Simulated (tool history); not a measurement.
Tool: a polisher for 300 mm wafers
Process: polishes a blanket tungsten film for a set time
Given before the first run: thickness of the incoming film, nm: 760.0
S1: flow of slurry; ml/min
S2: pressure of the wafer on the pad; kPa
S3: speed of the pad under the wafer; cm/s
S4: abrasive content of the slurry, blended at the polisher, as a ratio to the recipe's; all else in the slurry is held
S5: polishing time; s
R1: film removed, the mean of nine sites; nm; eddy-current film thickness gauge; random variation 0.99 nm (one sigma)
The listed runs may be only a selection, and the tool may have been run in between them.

run,day,S1,S2,S3,S4,S5,R1
1,0,225,24.8,94,1,45,222.55
2,0.058,265,24.8,94,1,45,225.96
3,0.346,265,24.8,104,1,45,241.02
4,0.45,230,24.8,104,1,45,241.11
5,0.692,230,24.8,114,1,45,254.79
6,0.888,230,22.1,98,0.95,44,196

For run 7, what comes out?
7,1.058,230,19.3,88,0.95,44,?

Logged for run 7: R1 159.89 nm.
